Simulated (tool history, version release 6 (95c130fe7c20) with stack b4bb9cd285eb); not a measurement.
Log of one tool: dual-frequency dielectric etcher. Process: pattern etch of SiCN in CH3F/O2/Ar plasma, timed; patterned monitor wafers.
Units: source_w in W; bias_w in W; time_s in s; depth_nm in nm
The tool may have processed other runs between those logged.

run,hour,source_w,bias_w,time_s,depth_nm
1,0.0,290,73,84,29.043
2,2.3,300,74,84,29.703
3,11.0,320,74,84,30.634
4,12.2,270,74,84,27.890
5,21.1,270,81,84,29.033
6,24.2,240,81,84,26.706

The next listed run, before its measurement:
7,27.5,240,81,84,?

{"run 7": {"depth_nm": 26.893}}

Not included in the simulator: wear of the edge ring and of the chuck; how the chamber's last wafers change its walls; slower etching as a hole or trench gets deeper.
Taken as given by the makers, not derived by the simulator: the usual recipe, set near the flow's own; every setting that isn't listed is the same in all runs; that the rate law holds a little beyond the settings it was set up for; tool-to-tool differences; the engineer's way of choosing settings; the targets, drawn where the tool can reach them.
